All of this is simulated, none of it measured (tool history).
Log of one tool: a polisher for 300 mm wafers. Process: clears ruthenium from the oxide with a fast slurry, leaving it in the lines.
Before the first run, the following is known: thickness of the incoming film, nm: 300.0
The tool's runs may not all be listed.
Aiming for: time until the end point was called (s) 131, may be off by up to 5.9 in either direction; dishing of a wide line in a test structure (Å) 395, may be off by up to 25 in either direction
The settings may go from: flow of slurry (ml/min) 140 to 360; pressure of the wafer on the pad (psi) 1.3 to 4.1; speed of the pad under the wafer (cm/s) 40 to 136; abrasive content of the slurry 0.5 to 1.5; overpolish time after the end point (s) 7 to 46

run  hour  flow of slurry (ml/min)  pressure of the wafer on the pad (psi)  speed of the pad under the wafer (cm/s)  abrasive content of the slurry  overpolish time after the end point (s)  time until the end point was called (s)  dishing of a wide line in a test structure (Å)
  1     0                      230                                     2.7                                       88                               1                                       24                                   82.903                                          452.25
  2   2.3                      230                                     2.4                                       88                               1                                       25                                   92.164                                          427.37
  3   2.8                      230                                     2.4                                       98                               1                                       25                                   83.295                                          458.39
  4  10.7                      230                                     2.9                                       98                               1                                       25                                   67.518                                          478.25
  5  18.5                      275                                     2.9                                       98                               1                                       25                                   64.914                                           500.1
  6  25.6                      265                                     2.5                                       98                               1                                       25                                   79.669                                          458.56
  7  28.5                      265                                     2.2                                       98                               1                                       26                                   87.052                                          440.51
  8  35.1                      260                                       2                                       96                               1                                       27                                   100.45                                          432.46
  9  43.2                      260                                     1.8                                       96                               1                                       27                                   109.07                                          403.72
 10  44.5                      260                                     1.3                                       94                               1                                       32                                   153.97                                          361.59
 11  50.8                      265                                     1.4                                       94                               1                                       32                                   143.69                                          384.77

Next run, 5 choices. One meets every target within its allowed miss, the rest don't. Which?
  A  57.1                      310                                     1.4                                       80                             1.2                                       29                                        ?                                               ?
  B  57.1                      260                                     1.6                                       76                             0.9                                       37                                        ?                                               ?
  C  57.1                      295                                     1.8                                       70                            0.85                                       33                                        ?                                               ?
  D  57.1                      295                                     1.3                                      108                            0.65                                       40                                        ?                                               ?
  E  57.1                      190                                     1.6                                      102                            0.85                                       31                                        ?                                               ?

move  time until the end point was called (s)  dishing of a wide line in a test structure (Å)
   A                                   148.94                                          358.48
   B                                   162.02                                          394.72
   C                                    159.9                                          371.67
   D                                   169.78                                          401.84
   E                                   130.93                                          402.96
A: misses by more than the last run did
B: misses by more than the last run did
C: misses by more than the last run did
D: misses by more than the last run did
E: every result lands within tolerance
Go with E: it meets all targets.

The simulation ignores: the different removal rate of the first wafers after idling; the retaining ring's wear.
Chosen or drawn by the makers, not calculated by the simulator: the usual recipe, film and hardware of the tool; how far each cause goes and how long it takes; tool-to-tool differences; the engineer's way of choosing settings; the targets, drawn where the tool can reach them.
